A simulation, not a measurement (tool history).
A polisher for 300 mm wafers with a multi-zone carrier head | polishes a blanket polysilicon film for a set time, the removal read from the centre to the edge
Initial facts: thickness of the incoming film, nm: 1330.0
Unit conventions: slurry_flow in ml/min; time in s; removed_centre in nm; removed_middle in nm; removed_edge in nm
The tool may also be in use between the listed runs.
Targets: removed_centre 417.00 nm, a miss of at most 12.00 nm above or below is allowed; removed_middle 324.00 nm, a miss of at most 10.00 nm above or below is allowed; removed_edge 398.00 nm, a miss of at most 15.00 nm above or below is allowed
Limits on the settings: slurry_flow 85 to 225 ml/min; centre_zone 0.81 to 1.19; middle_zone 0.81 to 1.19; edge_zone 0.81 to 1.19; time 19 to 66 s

run 1 hour=0.0 | slurry_flow=145 centre_zone=1.00 middle_zone=1.00 edge_zone=1.00 time=42 | removed_centre=433.29 removed_middle=446.12 removed_edge=445.88
run 2 hour=4.8 | slurry_flow=125 centre_zone=1.00 middle_zone=1.00 edge_zone=1.00 time=42 | removed_centre=423.08 removed_middle=426.73 removed_edge=439.00
run 3 hour=13.6 | slurry_flow=115 centre_zone=1.02 middle_zone=0.95 edge_zone=0.99 time=41 | removed_centre=410.52 removed_middle=402.78 removed_edge=410.04
run 4 hour=15.3 | slurry_flow=115 centre_zone=1.02 middle_zone=0.95 edge_zone=0.99 time=30 | removed_centre=303.55 removed_middle=296.25 removed_edge=308.14
run 5 hour=21.5 | slurry_flow=115 centre_zone=1.02 middle_zone=0.89 edge_zone=0.99 time=30 | removed_centre=305.21 removed_middle=276.87 removed_edge=304.00
run 6 hour=23.9 | slurry_flow=135 centre_zone=1.05 middle_zone=0.89 edge_zone=1.04 time=31 | removed_centre=333.10 removed_middle=297.67 removed_edge=329.44
run 7 hour=28.9 | slurry_flow=150 centre_zone=1.07 middle_zone=0.87 edge_zone=1.08 time=31 | removed_centre=342.98 removed_middle=300.08 removed_edge=343.75
run 8 hour=31.1 | slurry_flow=165 centre_zone=1.10 middle_zone=0.86 edge_zone=1.11 time=31 | removed_centre=365.03 removed_middle=296.62 removed_edge=343.49
run 9 hour=35.3 | slurry_flow=170 centre_zone=1.10 middle_zone=0.82 edge_zone=1.18 time=37 | removed_centre=432.53 removed_middle=342.43 removed_edge=422.03
run 10 hour=36.2 | slurry_flow=165 centre_zone=1.10 middle_zone=0.82 edge_zone=1.17 time=37 | removed_centre=435.93 removed_middle=339.95 removed_edge=432.51
run 11 hour=44.5 | slurry_flow=160 centre_zone=1.10 middle_zone=0.82 edge_zone=1.15 time=37 | removed_centre=432.05 removed_middle=340.89 removed_edge=427.01
run 12 hour=46.8 | slurry_flow=160 centre_zone=1.10 middle_zone=0.82 edge_zone=1.13 time=37 | removed_centre=429.18 removed_middle=339.11 removed_edge=420.65
run 13 hour=51.6 | slurry_flow=160 centre_zone=1.10 middle_zone=0.82 edge_zone=1.13 time=37 | removed_centre=434.22 removed_middle=341.45 removed_edge=417.55
run 14 hour=55.3 | slurry_flow=155 centre_zone=1.10 middle_zone=0.82 edge_zone=1.12 time=37 | removed_centre=426.92 removed_middle=334.10 removed_edge=416.66
run 15 hour=56.4 | slurry_flow=155 centre_zone=1.10 middle_zone=0.82 edge_zone=1.11 time=37 | removed_centre=428.10 removed_middle=343.88 removed_edge=424.52

5 next moves are on the table. One of them brings every result within its allowed miss. Which?
run A hour=57.5 | slurry_flow=165 centre_zone=1.13 middle_zone=0.96 edge_zone=1.10 time=36 | removed_centre=? removed_middle=? removed_edge=?
run B hour=57.5 | slurry_flow=155 centre_zone=1.15 middle_zone=0.85 edge_zone=1.17 time=35 | removed_centre=? removed_middle=? removed_edge=?
run C hour=57.5 | slurry_flow=155 centre_zone=1.15 middle_zone=0.82 edge_zone=1.10 time=37 | removed_centre=? removed_middle=? removed_edge=?
run D hour=57.5 | slurry_flow=145 centre_zone=0.91 middle_zone=0.81 edge_zone=1.02 time=43 | removed_centre=? removed_middle=? removed_edge=?
run E hour=57.5 | slurry_flow=185 centre_zone=1.10 middle_zone=0.92 edge_zone=1.04 time=37 | removed_centre=? removed_middle=? removed_edge=?

move=A removed_centre=432.23 removed_middle=382.65 removed_edge=402.17
move=B removed_centre=422.92 removed_middle=333.10 removed_edge=401.49
move=C removed_centre=447.00 removed_middle=341.96 removed_edge=411.36
move=D removed_centre=405.57 removed_middle=389.97 removed_edge=457.16
move=E removed_centre=440.13 removed_middle=385.77 removed_edge=406.86
A: lands further from the targets than the last run did
B: all results in spec
C: lands further from the targets than the last run did
D: lands further from the targets than the last run did
E: lands further from the targets than the last run did
Answer: B
